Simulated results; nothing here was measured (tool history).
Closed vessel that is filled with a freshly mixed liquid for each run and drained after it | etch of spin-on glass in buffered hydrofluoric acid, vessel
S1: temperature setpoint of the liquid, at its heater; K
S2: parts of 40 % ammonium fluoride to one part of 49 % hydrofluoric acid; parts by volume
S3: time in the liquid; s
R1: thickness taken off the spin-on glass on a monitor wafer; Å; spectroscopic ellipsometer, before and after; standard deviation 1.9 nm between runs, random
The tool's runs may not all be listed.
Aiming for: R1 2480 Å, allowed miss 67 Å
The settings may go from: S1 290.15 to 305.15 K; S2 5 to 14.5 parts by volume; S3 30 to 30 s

run  hour      S1   S2  S3      R1
  1     0  297.15    9  30  1001.3
  2   2.9  299.15    8  30  1265.2
  3   7.3  300.65    7  30    1585
  4  10.1  299.15    7  30  1461.5
  5  12.6  300.65  6.5  30  1691.7
  6  14.7  300.65  6.5  30  1688.7
  7  21.7  301.65    6  30  1921.2
  8  23.8  302.65    6  30  2033.5
  9  30.5  303.15    6  30  2067.3
 10  37.4  303.65    6  30  2117.5
 11  40.8  305.15    5  30  2706.5

Below are 4 possible settings for the next run. Only one of them brings all results inside the allowed miss of their targets. Which is it?
  A  44.2  303.65  5.5  30   ?
  B  44.2  305.15  5.5  30   ?
  C  44.2  304.65    5  30   ?
  D  44.2  305.15    6  30   ?

move      R1
   A  2297.3
   B  2483.2
   C  2622.1
   D  2307.2
A: takes the result that was furthest off past its target
B: every result within its allowed miss
C: moves toward the targets from the last run without getting all of them in spec
D: takes the result that was furthest off past its target
The move that meets every target is B.

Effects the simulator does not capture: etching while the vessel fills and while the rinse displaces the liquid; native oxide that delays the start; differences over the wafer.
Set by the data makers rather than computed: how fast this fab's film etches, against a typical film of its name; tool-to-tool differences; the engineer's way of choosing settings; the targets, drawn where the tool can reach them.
